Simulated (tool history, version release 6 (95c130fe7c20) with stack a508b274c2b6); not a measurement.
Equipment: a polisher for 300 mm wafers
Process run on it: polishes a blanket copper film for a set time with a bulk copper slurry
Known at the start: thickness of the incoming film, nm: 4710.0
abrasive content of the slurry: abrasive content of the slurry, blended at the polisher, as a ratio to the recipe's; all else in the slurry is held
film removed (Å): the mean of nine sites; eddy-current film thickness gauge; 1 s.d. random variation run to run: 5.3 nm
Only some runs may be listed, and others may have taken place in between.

run,day,flow of slurry (ml/min),pressure of the wafer on the pad (kPa),speed of the pad under the wafer (cm/s),abrasive content of the slurry,polishing time (s),film removed (Å)
1,0,285,21.4,88,1,47,4491.2
2,0.083,285,21.4,88,1,47,4543.8
3,0.175,285,22.1,88,1,47,4638.6
4,0.283,285,22.8,88,1,47,4798.4
5,0.642,250,22.8,88,1,47,4638.6
6,0.846,250,26.9,88,1,47,5282.5
7,0.904,260,26.9,88,1,47,5473.5

The next listed run, before its measurement:
8,1.275,325,28.3,88,1,47,?

film removed (Å): 5743.3
